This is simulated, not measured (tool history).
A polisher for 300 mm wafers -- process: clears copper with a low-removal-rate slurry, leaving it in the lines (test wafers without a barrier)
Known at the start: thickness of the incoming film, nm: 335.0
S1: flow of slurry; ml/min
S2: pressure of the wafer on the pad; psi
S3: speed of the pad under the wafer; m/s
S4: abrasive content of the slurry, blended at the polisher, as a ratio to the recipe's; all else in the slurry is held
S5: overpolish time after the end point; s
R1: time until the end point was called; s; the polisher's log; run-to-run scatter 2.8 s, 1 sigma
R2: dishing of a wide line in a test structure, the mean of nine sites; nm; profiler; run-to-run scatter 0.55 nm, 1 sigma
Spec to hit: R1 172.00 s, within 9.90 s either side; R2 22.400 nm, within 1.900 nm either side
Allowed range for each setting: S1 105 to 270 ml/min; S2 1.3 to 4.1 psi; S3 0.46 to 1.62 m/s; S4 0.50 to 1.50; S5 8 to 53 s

run,day,S1,S2,S3,S4,S5,R1,R2
1,0.000,175,2.7,1.04,1.00,27,135.97,34.547
2,0.088,175,2.6,1.04,1.00,24,141.51,31.869
3,0.283,175,2.5,1.04,1.00,22,143.11,29.342
4,0.550,175,2.4,1.04,1.00,21,153.33,28.087
5,0.875,175,3.0,1.04,1.00,21,126.71,31.380
6,1.208,175,3.0,1.04,1.00,9,122.80,16.205
7,1.362,175,2.8,1.04,1.00,11,132.38,18.545
8,1.696,175,2.6,1.04,1.00,12,140.30,19.060
9,2.067,175,2.5,1.04,1.00,13,144.08,19.388
10,2.262,175,2.4,1.04,1.00,14,155.43,19.786
11,2.583,175,2.3,1.04,1.00,15,156.16,20.357

Next run, 5 choices. One meets every target within its allowed miss, the rest don't. Which?
A,2.904,165,1.9,1.20,0.90,12,?,?
B,2.904,160,2.3,1.26,0.70,15,?,?
C,2.904,195,2.2,0.98,0.95,15,?,?
D,2.904,170,2.2,1.02,0.95,14,?,?
E,2.904,170,2.3,0.98,0.90,19,?,?

move,R1,R2
A,176.08,15.954
B,152.00,21.576
C,175.75,19.235
D,173.61,18.381
E,174.80,23.214
A: the worst result of the last run now meets its target, but another is out of spec
B: misses by more than the last run did
C: the worst result of the last run now meets its target, but another is out of spec
D: the worst result of the last run now meets its target, but another is out of spec
E: all results in spec
Correct choice: E, which meets every target
